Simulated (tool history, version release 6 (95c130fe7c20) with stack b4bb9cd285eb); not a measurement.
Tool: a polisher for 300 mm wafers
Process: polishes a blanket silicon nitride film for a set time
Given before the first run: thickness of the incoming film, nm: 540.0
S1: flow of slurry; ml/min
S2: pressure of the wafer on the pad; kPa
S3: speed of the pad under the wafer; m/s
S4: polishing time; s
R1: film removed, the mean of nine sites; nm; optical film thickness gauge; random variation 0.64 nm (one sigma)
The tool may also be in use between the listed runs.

{"run": 1, "day": 0.0, "S1": 305, "S2": 22.8, "S3": 1.1, "S4": 95, "R1": 172.22}
{"run": 2, "day": 0.262, "S1": 305, "S2": 25.5, "S3": 1.1, "S4": 95, "R1": 192.62}
{"run": 3, "day": 0.421, "S1": 305, "S2": 25.5, "S3": 0.86, "S4": 95, "R1": 159.11}
{"run": 4, "day": 0.475, "S1": 300, "S2": 22.8, "S3": 0.86, "S4": 95, "R1": 141.45}
{"run": 5, "day": 0.521, "S1": 300, "S2": 20.0, "S3": 0.86, "S4": 95, "R1": 125.85}
{"run": 6, "day": 0.854, "S1": 295, "S2": 18.6, "S3": 0.86, "S4": 95, "R1": 116.51}
{"run": 7, "day": 1.2, "S1": 285, "S2": 17.9, "S3": 0.86, "S4": 95, "R1": 111.81}
{"run": 8, "day": 1.246, "S1": 265, "S2": 17.9, "S3": 0.86, "S4": 95, "R1": 110.83}
{"run": 9, "day": 1.475, "S1": 250, "S2": 17.9, "S3": 0.86, "S4": 95, "R1": 110.33}

Forecast run 10:
{"run": 10, "day": 1.846, "S1": 240, "S2": 17.2, "S3": 0.86, "S4": 95, "R1": "?"}

Run 10 gave R1 105.42 nm.

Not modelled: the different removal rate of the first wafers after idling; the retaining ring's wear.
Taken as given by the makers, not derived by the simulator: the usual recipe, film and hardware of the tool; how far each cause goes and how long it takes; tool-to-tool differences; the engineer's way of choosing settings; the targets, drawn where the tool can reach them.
